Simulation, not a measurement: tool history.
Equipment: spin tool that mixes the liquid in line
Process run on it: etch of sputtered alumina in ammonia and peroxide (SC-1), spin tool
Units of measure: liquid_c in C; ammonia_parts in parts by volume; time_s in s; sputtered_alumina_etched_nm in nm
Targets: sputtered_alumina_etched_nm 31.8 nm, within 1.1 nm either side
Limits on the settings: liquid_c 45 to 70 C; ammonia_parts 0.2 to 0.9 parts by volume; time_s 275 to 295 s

{"run": 1, "hour": 0.0, "liquid_c": 61, "ammonia_parts": 0.5, "time_s": 275, "sputtered_alumina_etched_nm": 22.133}
{"run": 2, "hour": 7.8, "liquid_c": 62.5, "ammonia_parts": 0.5, "time_s": 275, "sputtered_alumina_etched_nm": 24.261}
{"run": 3, "hour": 16.1, "liquid_c": 62.5, "ammonia_parts": 0.65, "time_s": 275, "sputtered_alumina_etched_nm": 24.464}
{"run": 4, "hour": 22.3, "liquid_c": 62.5, "ammonia_parts": 0.65, "time_s": 295, "sputtered_alumina_etched_nm": 26.614}
{"run": 5, "hour": 23.9, "liquid_c": 63.5, "ammonia_parts": 0.65, "time_s": 295, "sputtered_alumina_etched_nm": 27.985}
{"run": 6, "hour": 26.7, "liquid_c": 63.5, "ammonia_parts": 0.65, "time_s": 295, "sputtered_alumina_etched_nm": 28.006}
{"run": 7, "hour": 29.8, "liquid_c": 64, "ammonia_parts": 0.65, "time_s": 295, "sputtered_alumina_etched_nm": 28.53}
{"run": 8, "hour": 34.3, "liquid_c": 64.5, "ammonia_parts": 0.65, "time_s": 295, "sputtered_alumina_etched_nm": 29.365}
{"run": 9, "hour": 40.1, "liquid_c": 65, "ammonia_parts": 0.65, "time_s": 295, "sputtered_alumina_etched_nm": 30.106}

Consider the 4 candidate settings below. Which is the only one whose results all fall within their allowed miss of target?
{"run": "A", "hour": 45.9, "liquid_c": 64.5, "ammonia_parts": 0.7, "time_s": 275, "sputtered_alumina_etched_nm": "?"}
{"run": "B", "hour": 45.9, "liquid_c": 63.5, "ammonia_parts": 0.75, "time_s": 295, "sputtered_alumina_etched_nm": "?"}
{"run": "C", "hour": 45.9, "liquid_c": 66, "ammonia_parts": 0.7, "time_s": 275, "sputtered_alumina_etched_nm": "?"}
{"run": "D", "hour": 45.9, "liquid_c": 67.5, "ammonia_parts": 0.55, "time_s": 280, "sputtered_alumina_etched_nm": "?"}

move=A sputtered_alumina_etched_nm=27.378
move=B sputtered_alumina_etched_nm=28.121
move=C sputtered_alumina_etched_nm=29.49
move=D sputtered_alumina_etched_nm=31.592
A: misses by more than the last run did
B: misses by more than the last run did
C: misses by more than the last run did
D: hits every target within its allowed miss
Move D is the one to make.
